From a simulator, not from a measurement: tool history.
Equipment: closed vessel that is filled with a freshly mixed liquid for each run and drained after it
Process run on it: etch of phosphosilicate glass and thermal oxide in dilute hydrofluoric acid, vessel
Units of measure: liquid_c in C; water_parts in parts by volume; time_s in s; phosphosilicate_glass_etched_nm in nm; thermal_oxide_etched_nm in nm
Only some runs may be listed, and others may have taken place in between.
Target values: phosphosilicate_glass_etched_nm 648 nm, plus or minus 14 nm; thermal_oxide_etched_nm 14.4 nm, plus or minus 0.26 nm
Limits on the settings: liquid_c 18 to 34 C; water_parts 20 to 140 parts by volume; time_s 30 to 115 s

run	hour	liquid_c	water_parts	time_s	phosphosilicate_glass_etched_nm	thermal_oxide_etched_nm
1	0	26	75	60	181.14	4.0125
2	6.5	27	70	60	201.65	4.5236
3	12.2	27.5	65	60	223.47	4.9841
4	16.3	27.5	65	85	319.31	7.0914
5	19.7	28	60	85	351.83	7.8024
6	25.5	24.5	60	85	307.26	6.837
7	31.5	25.5	55	85	353.65	7.8614
8	35.9	29.5	40	85	580.26	12.778
9	41.4	30	40	85	590.86	13.297
10	46.8	31	40	85	613.13	13.772
11	55.4	31.5	40	85	633.69	13.87

Exercise: of the 5 proposed moves below, exactly one satisfies all targets within the stated allowed misses. Which move is it?
A	64	33	35	75	?	?
B	64	29	30	75	?	?
C	64	31.5	35	80	?	?
D	64	32	40	90	?	?
E	64	30.5	50	115	?	?

move	phosphosilicate_glass_etched_nm	thermal_oxide_etched_nm
A	678.01	14.995
B	680.55	15.051
C	681.96	15.082
D	679.01	15.017
E	644.24	14.248
A: takes the biggest miss from the last run beyond its target
B: takes the biggest miss from the last run beyond its target
C: takes the biggest miss from the last run beyond its target
D: takes the biggest miss from the last run beyond its target
E: meets every target
Go with E: it meets all targets.
